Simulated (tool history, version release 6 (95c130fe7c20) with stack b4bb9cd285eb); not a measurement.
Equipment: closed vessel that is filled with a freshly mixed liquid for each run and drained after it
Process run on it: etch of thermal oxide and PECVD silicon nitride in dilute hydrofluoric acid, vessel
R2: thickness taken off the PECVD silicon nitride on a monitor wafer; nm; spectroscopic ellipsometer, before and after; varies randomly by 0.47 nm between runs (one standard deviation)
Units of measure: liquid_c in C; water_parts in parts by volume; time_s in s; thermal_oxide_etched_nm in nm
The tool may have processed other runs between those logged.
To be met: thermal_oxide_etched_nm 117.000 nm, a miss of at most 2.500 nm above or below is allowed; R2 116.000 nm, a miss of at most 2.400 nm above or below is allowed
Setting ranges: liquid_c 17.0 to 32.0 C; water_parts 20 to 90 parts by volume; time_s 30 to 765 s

Run 1, hour 0.0: liquid_c 24.0 C, water_parts 50 parts by volume, time_s 390 s. Result: thermal_oxide_etched_nm 38.585 nm, R2 38.635 nm.
Run 2, hour 8.2: liquid_c 24.0 C, water_parts 50 parts by volume, time_s 530 s. Result: thermal_oxide_etched_nm 52.212 nm, R2 51.960 nm.
Run 3, hour 16.4: liquid_c 24.0 C, water_parts 40 parts by volume, time_s 530 s. Result: thermal_oxide_etched_nm 66.089 nm, R2 65.136 nm.
Run 4, hour 23.2: liquid_c 24.5 C, water_parts 35 parts by volume, time_s 535 s. Result: thermal_oxide_etched_nm 77.595 nm, R2 77.386 nm.
Run 5, hour 29.2: liquid_c 24.5 C, water_parts 35 parts by volume, time_s 695 s. Result: thermal_oxide_etched_nm 101.220 nm, R2 100.360 nm.
Run 6, hour 30.4: liquid_c 24.5 C, water_parts 40 parts by volume, time_s 695 s. Result: thermal_oxide_etched_nm 88.568 nm, R2 88.475 nm.
Run 7, hour 37.7: liquid_c 25.5 C, water_parts 25 parts by volume, time_s 680 s. Result: thermal_oxide_etched_nm 147.730 nm, R2 145.430 nm.
Run 8, hour 38.9: liquid_c 25.0 C, water_parts 25 parts by volume, time_s 685 s. Result: thermal_oxide_etched_nm 144.980 nm, R2 142.020 nm.

5 next moves are on the table. One of them brings every result within its allowed miss. Which?
Run A, hour 40.1: liquid_c 20.5 C, water_parts 25 parts by volume, time_s 695 s. Result: thermal_oxide_etched_nm ?, R2 ?.
Run B, hour 40.1: liquid_c 24.5 C, water_parts 30 parts by volume, time_s 725 s. Result: thermal_oxide_etched_nm ?, R2 ?.
Run C, hour 40.1: liquid_c 25.0 C, water_parts 30 parts by volume, time_s 665 s. Result: thermal_oxide_etched_nm ?, R2 ?.
Run D, hour 40.1: liquid_c 26.5 C, water_parts 35 parts by volume, time_s 705 s. Result: thermal_oxide_etched_nm ?, R2 ?.
Run E, hour 40.1: liquid_c 26.5 C, water_parts 35 parts by volume, time_s 700 s. Result: thermal_oxide_etched_nm ?, R2 ?.

move  thermal_oxide_etched_nm       R2
   A                  120.880  104.950
   B                  123.700  121.040
   C                  115.850  114.850
   D                  111.200  115.950
   E                  110.410  115.130
A: moves toward the targets from the last run without getting all of them in spec
B: moves toward the targets from the last run without getting all of them in spec
C: meets every target
D: moves the result that the last run missed by most past its target, out the other side
E: moves the result that the last run missed by most past its target, out the other side
Move C is the one to make.
